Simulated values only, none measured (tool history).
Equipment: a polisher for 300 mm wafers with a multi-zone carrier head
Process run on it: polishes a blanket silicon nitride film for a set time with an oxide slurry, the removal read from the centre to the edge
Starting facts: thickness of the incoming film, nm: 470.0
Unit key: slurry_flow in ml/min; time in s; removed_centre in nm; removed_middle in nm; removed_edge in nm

| run | hour | slurry_flow | centre_zone | middle_zone | edge_zone | slurry_solids | time | removed_centre | removed_middle | removed_edge |
|---|---|---|---|---|---|---|---|---|---|---|
| 1 | 0 | 235 | 1 | 1 | 1 | 1 | 71 | 45.454 | 46.579 | 44.782 |
| 2 | 9 | 235 | 1 | 1 | 1 | 1.2 | 71 | 49.151 | 49.082 | 48.144 |
| 3 | 17 | 235 | 1 | 1 | 1 | 1.2 | 54 | 37.415 | 37.014 | 37.013 |
| 4 | 24 | 235 | 1 | 1 | 1 | 1.2 | 45 | 31.207 | 31.52 | 30.963 |
| 5 | 32.3 | 290 | 1 | 1 | 1 | 1.2 | 45 | 31.977 | 32.023 | 31.437 |
| 6 | 34.8 | 290 | 1.01 | 0.99 | 0.98 | 1.15 | 45 | 31.813 | 31.142 | 30.237 |
| 7 | 38.8 | 290 | 1.01 | 0.98 | 0.97 | 1.15 | 45 | 31.794 | 30.572 | 29.95 |

Run 8, settings as shown, results not yet in. Your forecast:
| 8 | 47.6 | 250 | 1.06 | 0.9 | 0.87 | 1.1 | 45 | ? | ? | ? |

{"run 8": {"removed_centre": 32.417, "removed_middle": 28.047, "removed_edge": 28.308}}
